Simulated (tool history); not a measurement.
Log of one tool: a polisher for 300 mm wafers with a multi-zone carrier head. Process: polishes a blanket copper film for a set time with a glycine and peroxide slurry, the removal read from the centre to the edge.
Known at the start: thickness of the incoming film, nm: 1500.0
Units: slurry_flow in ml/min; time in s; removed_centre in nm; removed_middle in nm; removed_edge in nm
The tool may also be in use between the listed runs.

run 1 day=0.000 | slurry_flow=195 centre_zone=1.00 middle_zone=1.00 edge_zone=1.00 time=51 | removed_centre=399.22 removed_middle=389.82 removed_edge=411.01
run 2 day=0.188 | slurry_flow=195 centre_zone=1.08 middle_zone=1.00 edge_zone=1.00 time=51 | removed_centre=437.50 removed_middle=390.68 removed_edge=413.34
run 3 day=0.562 | slurry_flow=195 centre_zone=1.08 middle_zone=1.00 edge_zone=1.00 time=44 | removed_centre=377.17 removed_middle=337.62 removed_edge=353.24
run 4 day=0.658 | slurry_flow=195 centre_zone=1.08 middle_zone=1.00 edge_zone=1.00 time=33 | removed_centre=282.34 removed_middle=252.68 removed_edge=264.63
run 5 day=0.850 | slurry_flow=195 centre_zone=1.08 middle_zone=1.04 edge_zone=1.00 time=33 | removed_centre=279.19 removed_middle=260.02 removed_edge=270.96
run 6 day=0.942 | slurry_flow=165 centre_zone=1.08 middle_zone=1.04 edge_zone=1.00 time=33 | removed_centre=269.24 removed_middle=252.25 removed_edge=260.22
run 7 day=1.142 | slurry_flow=190 centre_zone=1.09 middle_zone=1.06 edge_zone=1.04 time=39 | removed_centre=333.54 removed_middle=306.38 removed_edge=314.67

The next listed run, before its measurement:
run 8 day=1.192 | slurry_flow=245 centre_zone=1.02 middle_zone=1.08 edge_zone=1.14 time=53 | removed_centre=? removed_middle=? removed_edge=?

{"run 8": {"removed_centre": 447.7, "removed_middle": 449.6, "removed_edge": 465.32}}

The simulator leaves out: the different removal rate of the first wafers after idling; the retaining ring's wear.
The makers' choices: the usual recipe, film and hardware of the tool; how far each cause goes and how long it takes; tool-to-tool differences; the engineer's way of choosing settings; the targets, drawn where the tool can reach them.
